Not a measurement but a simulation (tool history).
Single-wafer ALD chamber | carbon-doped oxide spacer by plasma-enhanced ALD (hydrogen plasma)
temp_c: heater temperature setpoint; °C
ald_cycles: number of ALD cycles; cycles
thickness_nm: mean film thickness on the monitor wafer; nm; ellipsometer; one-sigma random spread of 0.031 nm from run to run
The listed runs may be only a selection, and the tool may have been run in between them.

run,hour,temp_c,ald_cycles,thickness_nm
1,0,400,289,16.398
2,6,405,289,16.194
3,13.3,405,329,18.424
4,16.5,415,329,17.743
5,19.8,422,329,17.368
6,26.2,422,298,15.691
7,31.6,422,291,15.31
8,33,422,286,15.039

What does the tool deliver on the next run?
9,35.2,422,283,?

{"run 9": {"thickness_nm": 14.88}}

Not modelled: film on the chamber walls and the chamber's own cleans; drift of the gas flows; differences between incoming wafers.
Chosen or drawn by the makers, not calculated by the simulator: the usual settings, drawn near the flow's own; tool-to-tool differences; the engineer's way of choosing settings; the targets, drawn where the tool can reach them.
